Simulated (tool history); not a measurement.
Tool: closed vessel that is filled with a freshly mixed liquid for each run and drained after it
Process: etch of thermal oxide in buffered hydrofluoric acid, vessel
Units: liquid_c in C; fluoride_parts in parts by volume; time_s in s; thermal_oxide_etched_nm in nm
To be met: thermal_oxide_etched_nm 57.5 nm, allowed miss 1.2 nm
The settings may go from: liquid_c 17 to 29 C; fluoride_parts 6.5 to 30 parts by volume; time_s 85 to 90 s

run  hour  liquid_c  fluoride_parts  time_s  thermal_oxide_etched_nm
  1     0        21            19.5      85                   47.451
  2   6.3        21              22      85                   43.508
  3  11.9      24.5              22      85                   52.641
  4  20.6      24.5            27.5      85                   45.182
  5    26      25.5            27.5      85                   47.773
  6  30.1      26.5            27.5      85                   50.413
  7  35.4        27            27.5      85                   51.568
  8  36.5        27            27.5      85                   51.177
  9    43      27.5            27.5      85                   53.135
 10  49.6        28            27.5      85                   54.729
 11  52.2      28.5            27.5      85                   55.725

4 next moves are on the table. One of them brings every result within its allowed miss. Which?
  A  54.8        29              30      90                        ?
  B  54.8      28.5              29      85                        ?
  C  54.8        26            25.5      85                        ?
  D  54.8        29              30      85                        ?

move  thermal_oxide_etched_nm
   A                   57.298
   B                   53.916
   C                   51.454
   D                   54.115
A: meets every target
B: further off than the last run
C: further off than the last run
D: further off than the last run
Answer: A
